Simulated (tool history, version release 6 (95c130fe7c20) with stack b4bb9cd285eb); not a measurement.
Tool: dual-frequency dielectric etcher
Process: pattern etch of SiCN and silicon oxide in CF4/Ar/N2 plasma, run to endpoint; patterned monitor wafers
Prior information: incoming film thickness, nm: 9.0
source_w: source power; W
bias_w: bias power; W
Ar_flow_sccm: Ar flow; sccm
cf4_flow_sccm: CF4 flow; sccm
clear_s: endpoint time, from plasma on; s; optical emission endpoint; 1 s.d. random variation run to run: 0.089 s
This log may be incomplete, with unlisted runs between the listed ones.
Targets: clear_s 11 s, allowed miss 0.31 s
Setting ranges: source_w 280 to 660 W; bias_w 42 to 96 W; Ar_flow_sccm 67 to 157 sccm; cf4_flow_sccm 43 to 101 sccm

run	hour	source_w	bias_w	Ar_flow_sccm	cf4_flow_sccm	clear_s
1	0	470	69	112	72	9.2673
2	9	470	69	112	81	9.2517
3	12.1	430	69	112	81	9.9676
4	13.2	430	69	112	87	9.977
5	13.7	430	69	112	80	9.9436
6	20.7	430	77	112	80	9.6997
# hour 28.2: CF4 flow controller replaced
7	28.2	420	77	112	80	9.7617
8	29.6	410	77	112	80	10.27

4 next moves are on the table. One of them brings every result within its allowed miss. Which?
A	31	410	77	139	101	?
B	31	350	74	106	78	?
C	31	370	81	128	82	?
D	31	450	76	99	83	?

move	clear_s
A	10.218
B	11.765
C	11.123
D	9.0414
A: moves away from the targets compared with the last run
B: carries the result that was furthest off beyond its target, to the other side
C: every result within its allowed miss
D: moves away from the targets compared with the last run
Go with C: it meets all targets.

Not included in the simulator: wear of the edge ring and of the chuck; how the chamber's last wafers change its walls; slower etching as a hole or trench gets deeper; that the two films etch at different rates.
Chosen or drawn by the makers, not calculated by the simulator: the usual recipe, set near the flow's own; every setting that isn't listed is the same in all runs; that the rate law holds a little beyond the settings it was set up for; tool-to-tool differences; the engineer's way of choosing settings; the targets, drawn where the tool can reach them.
